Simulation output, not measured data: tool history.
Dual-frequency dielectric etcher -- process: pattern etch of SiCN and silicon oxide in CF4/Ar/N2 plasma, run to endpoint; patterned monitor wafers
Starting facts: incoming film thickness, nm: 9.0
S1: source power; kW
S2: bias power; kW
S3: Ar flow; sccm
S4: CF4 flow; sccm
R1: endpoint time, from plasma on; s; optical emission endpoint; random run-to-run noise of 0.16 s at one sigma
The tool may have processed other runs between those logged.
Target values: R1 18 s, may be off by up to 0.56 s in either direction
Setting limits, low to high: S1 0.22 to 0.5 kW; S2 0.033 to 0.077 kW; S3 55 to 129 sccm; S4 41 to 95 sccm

run 1 hour=0 | S1=0.36 S2=0.055 S3=92 S4=68 | R1=14.901
run 2 hour=3.4 | S1=0.35 S2=0.055 S3=92 S4=68 | R1=15.54
run 3 hour=8.7 | S1=0.34 S2=0.055 S3=92 S4=68 | R1=15.789
run 4 hour=17.6 | S1=0.38 S2=0.055 S3=92 S4=68 | R1=14.191
run 5 hour=19.5 | S1=0.36 S2=0.055 S3=92 S4=68 | R1=15.142
run 6 hour=25.5 | S1=0.35 S2=0.055 S3=92 S4=68 | R1=15.295
run 7 hour=32.7 | S1=0.34 S2=0.055 S3=92 S4=68 | R1=15.852
run 8 hour=41.6 | S1=0.33 S2=0.055 S3=92 S4=68 | R1=16.299
run 9 hour=45.7 | S1=0.32 S2=0.055 S3=92 S4=68 | R1=16.745
run 10 hour=54.4 | S1=0.31 S2=0.055 S3=92 S4=68 | R1=17.18

Pick the move, out of 4, that brings all results within their allowed miss; only one does.
run A hour=63.1 | S1=0.29 S2=0.053 S3=78 S4=69 | R1=?
run B hour=63.1 | S1=0.3 S2=0.055 S3=78 S4=70 | R1=?
run C hour=63.1 | S1=0.32 S2=0.055 S3=97 S4=71 | R1=?
run D hour=63.1 | S1=0.26 S2=0.061 S3=81 S4=67 | R1=?

move=A R1=18.166
move=B R1=17.325
move=C R1=16.927
move=D R1=19.212
A: all results land within tolerance of their targets
B: an improvement on the last run, though not all results are within tolerance
C: lands further from the targets than the last run did
D: pushes the last run's worst result past its target
The move that meets every target is A.
